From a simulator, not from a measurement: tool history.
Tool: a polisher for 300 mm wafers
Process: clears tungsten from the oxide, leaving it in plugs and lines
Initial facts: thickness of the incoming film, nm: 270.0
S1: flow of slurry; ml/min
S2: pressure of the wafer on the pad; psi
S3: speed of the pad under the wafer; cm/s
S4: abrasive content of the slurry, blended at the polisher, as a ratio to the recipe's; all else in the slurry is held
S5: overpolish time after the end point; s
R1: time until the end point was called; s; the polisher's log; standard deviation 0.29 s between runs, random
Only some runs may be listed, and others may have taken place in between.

run  hour   S1   S2   S3    S4  S5      R1
  1     0  145  4.6  136     1  23  39.717
  2   3.3  150    5  136     1  23  36.204
  3  10.4  150    5  136  0.85  23  38.329
  4  11.3  155  5.3  136  0.85  23  35.533
  5  16.8  160  5.6  136  0.85  23   33.59
  6  24.7  160  5.8  136  0.85  23  32.753

Run 7 is up next; what results do you expect?
  7  31.3  160  5.8  136  0.85  23   ?

R1: 32.585 s

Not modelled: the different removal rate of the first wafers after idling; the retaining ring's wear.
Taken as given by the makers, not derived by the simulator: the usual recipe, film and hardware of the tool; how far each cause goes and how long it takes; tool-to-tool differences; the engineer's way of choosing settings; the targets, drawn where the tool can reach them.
